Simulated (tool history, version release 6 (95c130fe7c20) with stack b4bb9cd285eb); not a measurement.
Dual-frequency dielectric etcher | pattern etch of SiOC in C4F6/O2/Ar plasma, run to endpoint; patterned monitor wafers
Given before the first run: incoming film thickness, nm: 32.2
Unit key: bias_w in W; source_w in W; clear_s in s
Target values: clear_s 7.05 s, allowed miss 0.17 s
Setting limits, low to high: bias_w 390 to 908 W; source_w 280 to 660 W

| run | day | bias_w | source_w | clear_s |
|---|---|---|---|---|
| 1 | 0 | 649 | 470 | 8.7709 |
| 2 | 0.112 | 649 | 390 | 9.7814 |
| 3 | 0.242 | 676 | 410 | 9.3194 |
| 4 | 0.329 | 729 | 410 | 8.9847 |
|  | 0.433 | bias power generator calibrated |
| 5 | 0.433 | 783 | 410 | 8.6613 |
| 6 | 0.692 | 850 | 410 | 8.329 |
| 7 | 1.012 | 857 | 420 | 8.1819 |
| 8 | 1.158 | 863 | 430 | 8.0233 |
| 9 | 1.462 | 868 | 440 | 7.8593 |
| 10 | 1.733 | 873 | 450 | 7.7584 |
| 11 | 1.825 | 877 | 460 | 7.6914 |

Next run, 5 choices. One meets every target within its allowed miss, the rest don't. Which?
| A | 1.917 | 888 | 570 | ? |
| B | 1.917 | 908 | 570 | ? |
| C | 1.917 | 814 | 430 | ? |
| D | 1.917 | 822 | 440 | ? |
| E | 1.917 | 908 | 510 | ? |

| move | clear_s |
|---|---|
| A | 6.7511 |
| B | 6.6844 |
| C | 8.1951 |
| D | 8.0493 |
| E | 7.0859 |
A: takes the biggest miss from the last run beyond its target
B: takes the biggest miss from the last run beyond its target
C: further off than the last run
D: further off than the last run
E: meets every target
So the answer is move E, the one that meets all the targets.
